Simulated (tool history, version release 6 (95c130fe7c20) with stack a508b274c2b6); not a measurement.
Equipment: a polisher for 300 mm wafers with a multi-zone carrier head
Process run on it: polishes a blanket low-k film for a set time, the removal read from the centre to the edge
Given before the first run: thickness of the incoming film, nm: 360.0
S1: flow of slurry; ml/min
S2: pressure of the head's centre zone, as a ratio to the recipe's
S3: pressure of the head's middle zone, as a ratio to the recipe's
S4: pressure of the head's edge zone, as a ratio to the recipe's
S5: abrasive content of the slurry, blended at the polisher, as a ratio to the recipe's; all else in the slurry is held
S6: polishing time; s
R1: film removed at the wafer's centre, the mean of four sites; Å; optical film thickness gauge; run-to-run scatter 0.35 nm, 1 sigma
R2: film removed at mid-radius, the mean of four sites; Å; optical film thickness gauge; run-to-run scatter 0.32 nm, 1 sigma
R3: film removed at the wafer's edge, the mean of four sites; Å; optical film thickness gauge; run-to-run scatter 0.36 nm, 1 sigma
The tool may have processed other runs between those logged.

run 1 hour=0.0 | S1=250 S2=1.00 S3=1.00 S4=1.00 S5=1.00 S6=88 | R1=359.72 R2=359.91 R3=357.21
run 2 hour=1.5 | S1=250 S2=1.00 S3=1.07 S4=1.00 S5=1.00 S6=88 | R1=361.66 R2=368.50 R3=359.18
run 3 hour=3.1 | S1=250 S2=1.00 S3=1.07 S4=0.95 S5=1.00 S6=88 | R1=353.06 R2=381.65 R3=346.26
run 4 hour=11.2 | S1=250 S2=1.00 S3=1.15 S4=0.95 S5=1.00 S6=88 | R1=363.68 R2=390.30 R3=349.74
run 5 hour=19.4 | S1=250 S2=1.00 S3=1.19 S4=0.95 S5=1.00 S6=88 | R1=368.54 R2=414.63 R3=349.53
run 6 hour=28.0 | S1=250 S2=1.00 S3=1.19 S4=1.03 S5=1.00 S6=88 | R1=361.60 R2=410.14 R3=358.19
-- hour=33.5 edge zone pressure recalibrated
run 7 hour=33.5 | S1=245 S2=0.98 S3=1.12 S4=1.05 S5=0.90 S6=88 | R1=341.73 R2=365.70 R3=351.48
run 8 hour=34.6 | S1=240 S2=0.95 S3=1.08 S4=1.05 S5=0.85 S6=88 | R1=317.49 R2=356.14 R3=344.86
run 9 hour=38.5 | S1=235 S2=0.95 S3=1.04 S4=1.06 S5=0.80 S6=88 | R1=301.37 R2=328.74 R3=334.54

Run 10, settings as shown, results not yet in. Your forecast:
run 10 hour=46.7 | S1=230 S2=0.95 S3=1.00 S4=1.06 S5=0.75 S6=88 | R1=? R2=? R3=?

R1: 292.83 Å
R2: 304.73 Å
R3: 317.32 Å
